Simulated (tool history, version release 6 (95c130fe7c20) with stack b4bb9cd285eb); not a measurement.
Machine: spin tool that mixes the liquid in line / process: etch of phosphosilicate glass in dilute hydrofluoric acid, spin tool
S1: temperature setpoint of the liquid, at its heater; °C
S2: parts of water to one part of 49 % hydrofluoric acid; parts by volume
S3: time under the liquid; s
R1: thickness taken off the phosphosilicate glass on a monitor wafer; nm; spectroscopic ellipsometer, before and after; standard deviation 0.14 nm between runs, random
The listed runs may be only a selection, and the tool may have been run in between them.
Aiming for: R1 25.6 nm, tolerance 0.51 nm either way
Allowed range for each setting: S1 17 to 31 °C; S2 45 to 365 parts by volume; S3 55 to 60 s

Run 1, hour 0: S1 23 °C, S2 205 parts by volume, S3 55 s. Result: R1 40.497 nm.
Run 2, hour 2.4: S1 23 °C, S2 240 parts by volume, S3 55 s. Result: R1 33.538 nm.
Run 3, hour 11.2: S1 23 °C, S2 240 parts by volume, S3 60 s. Result: R1 36.07 nm.
Run 4, hour 17.4: S1 23 °C, S2 240 parts by volume, S3 55 s. Result: R1 32.877 nm.
Run 5, hour 19.5: S1 22 °C, S2 240 parts by volume, S3 55 s. Result: R1 31.725 nm.
Run 6, hour 22.8: S1 22 °C, S2 205 parts by volume, S3 55 s. Result: R1 39.143 nm.
Run 7, hour 25.8: S1 21 °C, S2 215 parts by volume, S3 55 s. Result: R1 34.962 nm.
Run 8, hour 34.6: S1 20 °C, S2 220 parts by volume, S3 55 s. Result: R1 32.775 nm.
Run 9, hour 38.1: S1 19.5 °C, S2 225 parts by volume, S3 55 s. Result: R1 31.707 nm.
Run 10, hour 39.9: S1 19.5 °C, S2 225 parts by volume, S3 55 s. Result: R1 31.616 nm.
Run 11, hour 46.2: S1 19.5 °C, S2 225 parts by volume, S3 55 s. Result: R1 31.693 nm.

Consider the 5 candidate settings below. Which is the only one whose results all fall within their allowed miss of target?
Run A, hour 52.5: S1 19 °C, S2 250 parts by volume, S3 55 s. Result: R1 ?.
Run B, hour 52.5: S1 20.5 °C, S2 325 parts by volume, S3 60 s. Result: R1 ?.
Run C, hour 52.5: S1 19.5 °C, S2 265 parts by volume, S3 55 s. Result: R1 ?.
Run D, hour 52.5: S1 20.5 °C, S2 205 parts by volume, S3 60 s. Result: R1 ?.
Run E, hour 52.5: S1 17 °C, S2 195 parts by volume, S3 60 s. Result: R1 ?.

move      R1
   A  27.185
   B   22.54
   C   25.78
   D  39.966
   E  36.987
A: better than the last run, though not everything is in spec
B: takes the result that was furthest off past its target
C: every result within its allowed miss
D: misses by more than the last run did
E: misses by more than the last run did
So the answer is move C, the one that meets all the targets.

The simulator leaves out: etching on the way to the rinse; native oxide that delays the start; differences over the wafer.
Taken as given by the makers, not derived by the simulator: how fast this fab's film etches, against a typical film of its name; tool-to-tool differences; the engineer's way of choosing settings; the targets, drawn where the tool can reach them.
